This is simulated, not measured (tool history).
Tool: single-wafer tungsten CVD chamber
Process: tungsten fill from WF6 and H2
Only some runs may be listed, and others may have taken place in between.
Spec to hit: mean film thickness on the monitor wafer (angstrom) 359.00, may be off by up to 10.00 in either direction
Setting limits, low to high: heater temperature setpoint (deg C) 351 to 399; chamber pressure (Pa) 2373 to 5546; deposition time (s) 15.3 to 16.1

run  hour  heater temperature setpoint (deg C)  chamber pressure (Pa)  deposition time (s)  mean film thickness on the monitor wafer (angstrom)
  1   0.0                                  375                   3960                 16.1                                               313.24
  2   3.7                                  375                   3960                 16.1                                               317.62
  3  12.4                                  375                   3960                 16.1                                               314.72
  4  15.5                                  366                   3960                 16.1                                               268.67
  5  20.5                                  371                   4000                 16.1                                               295.80
  6  27.0                                  371                   4000                 16.1                                               296.36
  7  35.8                                  374                   4026                 16.1                                               311.32
  8  36.5                                  374                   4026                 16.1                                               314.49
  9  44.3                                  376                   4040                 16.1                                               325.52
 10  52.8                                  378                   4053                 16.1                                               336.64
 11  60.7                                  379                   4066                 16.1                                               348.44

Which of these 4 next moves meets every target?
  A  68.6                                  381                   4186                 16.1                                                    ?
  B  68.6                                  384                   3280                 16.1                                                    ?
  C  68.6                                  375                   4440                 16.1                                                    ?
  D  68.6                                  376                   4146                 16.1                                                    ?

move  mean film thickness on the monitor wafer (angstrom)
   A                                               361.98
   B                                               329.60
   C                                               335.87
   D                                               328.92
A: all results land within tolerance of their targets
B: lands further from the targets than the last run did
C: lands further from the targets than the last run did
D: lands further from the targets than the last run did
Go with A: it meets all targets.

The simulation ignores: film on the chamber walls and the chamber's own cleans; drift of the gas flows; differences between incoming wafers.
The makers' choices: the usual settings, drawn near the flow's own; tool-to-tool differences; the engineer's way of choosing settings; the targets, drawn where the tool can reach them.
